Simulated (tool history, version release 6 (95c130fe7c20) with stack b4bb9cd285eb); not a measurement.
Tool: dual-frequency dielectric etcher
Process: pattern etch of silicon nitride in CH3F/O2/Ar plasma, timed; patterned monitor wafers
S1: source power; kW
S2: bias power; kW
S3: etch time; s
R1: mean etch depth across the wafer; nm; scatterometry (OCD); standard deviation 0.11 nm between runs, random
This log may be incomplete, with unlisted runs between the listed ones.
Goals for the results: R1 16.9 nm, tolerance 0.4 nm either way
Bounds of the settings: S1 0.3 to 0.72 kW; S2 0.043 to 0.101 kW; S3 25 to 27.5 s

| run | day | S1 | S2 | S3 | R1 |
|---|---|---|---|---|---|
| 1 | 0 | 0.51 | 0.072 | 27.5 | 22.155 |
| 2 | 0.354 | 0.48 | 0.068 | 27 | 20.585 |
| 3 | 0.492 | 0.45 | 0.067 | 27 | 19.761 |
| 4 | 0.688 | 0.52 | 0.067 | 27 | 21.659 |
| 5 | 0.858 | 0.43 | 0.067 | 27 | 19.194 |
| 6 | 0.892 | 0.49 | 0.067 | 27 | 20.793 |
| 7 | 1.2 | 0.46 | 0.066 | 27 | 19.903 |
| 8 | 1.354 | 0.44 | 0.066 | 27 | 19.34 |
| 9 | 1.4 | 0.34 | 0.062 | 27 | 15.792 |
| 10 | 1.7 | 0.35 | 0.062 | 27 | 16.01 |
| 11 | 1.975 | 0.36 | 0.062 | 27 | 16.273 |
| 12 | 2.233 | 0.36 | 0.062 | 27 | 16.377 |

Which one of the following 4 next-run settings gets every result inside its allowed miss? There is exactly one.
| A | 2.492 | 0.36 | 0.074 | 27.5 | ? |
| B | 2.492 | 0.38 | 0.053 | 25.5 | ? |
| C | 2.492 | 0.36 | 0.057 | 27.5 | ? |
| D | 2.492 | 0.39 | 0.069 | 25 | ? |

| move | R1 |
|---|---|
| A | 17.828 |
| B | 15.115 |
| C | 16.084 |
| D | 16.728 |
A: carries the result that was furthest off beyond its target, to the other side
B: moves away from the targets compared with the last run
C: moves away from the targets compared with the last run
D: each result inside its tolerance
Answer: D

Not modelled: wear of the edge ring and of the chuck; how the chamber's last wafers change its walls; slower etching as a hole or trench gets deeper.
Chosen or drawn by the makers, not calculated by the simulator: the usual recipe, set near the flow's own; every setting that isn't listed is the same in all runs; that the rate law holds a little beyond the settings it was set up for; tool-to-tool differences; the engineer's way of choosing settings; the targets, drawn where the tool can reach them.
